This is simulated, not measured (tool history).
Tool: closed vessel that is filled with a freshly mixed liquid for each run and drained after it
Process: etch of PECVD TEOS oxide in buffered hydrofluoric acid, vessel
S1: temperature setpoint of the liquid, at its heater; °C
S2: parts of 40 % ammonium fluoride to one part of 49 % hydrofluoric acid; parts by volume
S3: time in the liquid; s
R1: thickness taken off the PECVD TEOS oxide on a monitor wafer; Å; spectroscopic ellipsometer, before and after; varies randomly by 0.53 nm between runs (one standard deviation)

| run | hour | S1 | S2 | S3 | R1 |
|---|---|---|---|---|---|
| 1 | 0.0 | 23.0 | 13.5 | 30 | 456.54 |
| 2 | 8.2 | 20.5 | 13.5 | 30 | 396.91 |
| 3 | 13.2 | 20.5 | 9.5 | 30 | 546.25 |
| 4 | 18.8 | 22.0 | 9.5 | 30 | 596.62 |
| 5 | 27.1 | 23.5 | 9.5 | 30 | 651.34 |
| 6 | 36.1 | 24.5 | 9.5 | 30 | 690.64 |
| 7 | 41.9 | 25.5 | 9.5 | 30 | 725.35 |
| 8 | 47.0 | 26.5 | 9.5 | 30 | 770.50 |
| 9 | 55.3 | 27.0 | 9.5 | 30 | 784.87 |
| 10 | 61.6 | 27.5 | 9.5 | 30 | 817.42 |

What does the tool deliver on the next run?
| 11 | 66.0 | 28.0 | 9.5 | 30 | ? |

For run 11 the tool returned R1 835.52 Å.
